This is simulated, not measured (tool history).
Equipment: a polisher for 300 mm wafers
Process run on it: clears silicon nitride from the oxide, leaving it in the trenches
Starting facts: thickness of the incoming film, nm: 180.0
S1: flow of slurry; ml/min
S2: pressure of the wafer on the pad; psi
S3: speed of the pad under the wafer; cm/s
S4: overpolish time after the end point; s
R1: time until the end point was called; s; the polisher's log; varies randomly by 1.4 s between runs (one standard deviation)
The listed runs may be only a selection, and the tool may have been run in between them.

run    day   S1   S2   S3  S4      R1
  1      0  315  3.5  126  24  151.15
  2  0.246  315  3.5  126  24  150.77
  3  0.338  315  3.5  126  25  152.46
  4  0.442  315  3.7  126  25  142.99
  5  0.538  315  3.8  126  25  139.87
  6  0.762  240  3.8  126  25  143.21
  7  1.004  240  3.9  126  25  138.14
  8  1.179  240    4  126  25  137.06
  9  1.504  240  4.1  126  25  133.25

Run 10 has not been measured yet. What should we expect?
 10  1.667  240  4.2  126  25   ?

Run 10 yielded R1 128.99 s.
